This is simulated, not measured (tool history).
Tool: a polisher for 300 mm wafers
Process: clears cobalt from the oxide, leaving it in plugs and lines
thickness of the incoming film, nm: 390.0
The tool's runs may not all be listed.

run	day	flow of slurry (ml/min)	pressure of the wafer on the pad (psi)	speed of the pad under the wafer (cm/s)	overpolish time after the end point (s)	time until the end point was called (s)	dishing of a wide line in a test structure (Å)
1	0.000	210	2.3	124	23	49.071	711.08
2	0.342	210	2.0	122	25	56.572	699.78
3	0.438	210	1.8	120	28	63.137	715.53
4	0.538	210	1.6	120	29	70.820	698.02
5	0.717	210	1.5	120	30	75.048	676.58
6	0.867	210	1.0	120	30	111.770	595.72
7	0.908	210	1.1	120	32	101.930	626.57
8	1.046	210	1.1	120	34	99.975	628.27
9	1.350	210	1.1	118	37	102.170	678.24
10	1.417	210	1.2	118	36	93.015	671.13
11	1.583	210	1.2	118	37	92.595	673.45

The next listed run, before its measurement:
12	1.617	210	1.2	118	38	?	?

{"run 12": {"time until the end point was called (s)": 93.334, "dishing of a wide line in a test structure (Å)": 687.5}}
